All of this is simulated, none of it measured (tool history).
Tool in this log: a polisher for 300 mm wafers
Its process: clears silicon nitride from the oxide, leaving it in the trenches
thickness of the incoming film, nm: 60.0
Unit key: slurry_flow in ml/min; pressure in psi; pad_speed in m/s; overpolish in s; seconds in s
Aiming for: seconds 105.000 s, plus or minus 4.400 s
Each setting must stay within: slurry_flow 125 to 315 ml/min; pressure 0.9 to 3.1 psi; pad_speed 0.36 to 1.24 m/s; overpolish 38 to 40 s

Run 1, hour 0.0: slurry_flow 205 ml/min, pressure 2.0 psi, pad_speed 0.80 m/s, overpolish 38 s. Result: seconds 147.700 s.
Run 2, hour 3.9: slurry_flow 205 ml/min, pressure 1.7 psi, pad_speed 0.80 m/s, overpolish 38 s. Result: seconds 166.090 s.
Run 3, hour 8.4: slurry_flow 205 ml/min, pressure 1.9 psi, pad_speed 0.80 m/s, overpolish 38 s. Result: seconds 158.230 s.
Run 4, hour 11.9: slurry_flow 205 ml/min, pressure 2.1 psi, pad_speed 0.80 m/s, overpolish 38 s. Result: seconds 144.270 s.
Run 5, hour 20.2: slurry_flow 205 ml/min, pressure 2.1 psi, pad_speed 0.80 m/s, overpolish 40 s. Result: seconds 145.700 s.
Run 6, hour 25.3: slurry_flow 205 ml/min, pressure 2.2 psi, pad_speed 0.80 m/s, overpolish 40 s. Result: seconds 136.860 s.
Run 7, hour 27.0: slurry_flow 205 ml/min, pressure 2.3 psi, pad_speed 0.80 m/s, overpolish 40 s. Result: seconds 134.190 s.
Run 8, hour 33.2: slurry_flow 205 ml/min, pressure 2.4 psi, pad_speed 0.80 m/s, overpolish 40 s. Result: seconds 127.660 s.
Run 9, hour 35.9: slurry_flow 210 ml/min, pressure 2.8 psi, pad_speed 0.82 m/s, overpolish 40 s. Result: seconds 111.030 s.

Exactly one of the 4 candidate moves below puts every result within its allowed miss. Which one?
Run A, hour 38.6: slurry_flow 200 ml/min, pressure 2.8 psi, pad_speed 0.76 m/s, overpolish 38 s. Result: seconds ?.
Run B, hour 38.6: slurry_flow 185 ml/min, pressure 3.1 psi, pad_speed 0.88 m/s, overpolish 39 s. Result: seconds ?.
Run C, hour 38.6: slurry_flow 185 ml/min, pressure 3.0 psi, pad_speed 0.96 m/s, overpolish 40 s. Result: seconds ?.
Run D, hour 38.6: slurry_flow 250 ml/min, pressure 2.8 psi, pad_speed 0.86 m/s, overpolish 40 s. Result: seconds ?.

move  seconds
   A  122.460
   B   99.442
   C   94.166
   D  106.340
A: the biggest miss grows against the last run
B: moves the result that the last run missed by most past its target, out the other side
C: moves the result that the last run missed by most past its target, out the other side
D: meets every target
Answer: D
